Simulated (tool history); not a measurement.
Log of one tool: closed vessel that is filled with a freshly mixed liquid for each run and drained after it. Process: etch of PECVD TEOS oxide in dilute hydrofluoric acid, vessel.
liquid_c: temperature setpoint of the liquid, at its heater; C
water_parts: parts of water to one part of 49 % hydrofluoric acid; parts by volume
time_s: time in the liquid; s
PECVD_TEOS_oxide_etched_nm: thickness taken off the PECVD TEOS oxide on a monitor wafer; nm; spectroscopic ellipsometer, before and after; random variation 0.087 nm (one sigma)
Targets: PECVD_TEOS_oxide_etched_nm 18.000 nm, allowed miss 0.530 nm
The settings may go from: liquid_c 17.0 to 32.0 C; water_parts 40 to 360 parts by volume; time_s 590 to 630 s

run	hour	liquid_c	water_parts	time_s	PECVD_TEOS_oxide_etched_nm
1	0.0	24.0	200	590	27.308
2	5.2	24.0	165	590	34.775
3	14.0	23.0	175	590	30.889
4	18.2	22.0	185	590	27.549
5	23.2	21.0	190	590	25.913
6	24.1	21.0	190	630	27.638
7	29.4	20.5	195	630	26.360
8	32.2	20.5	195	630	26.376
9	33.7	20.0	200	630	25.095
10	34.7	19.5	205	630	24.001
11	39.4	19.0	210	630	22.603

Which of these 5 next moves meets every target?
A	44.1	18.5	270	595	?
B	44.1	21.0	255	590	?
C	44.1	19.0	280	630	?
D	44.1	20.5	160	600	?
E	44.1	17.5	225	620	?

move	PECVD_TEOS_oxide_etched_nm
A	15.519
B	18.153
C	16.010
D	31.640
E	19.412
A: takes the result that was furthest off past its target
B: meets every target
C: takes the result that was furthest off past its target
D: further off than the last run
E: nearer than the last run, and not there yet
The right move is B.
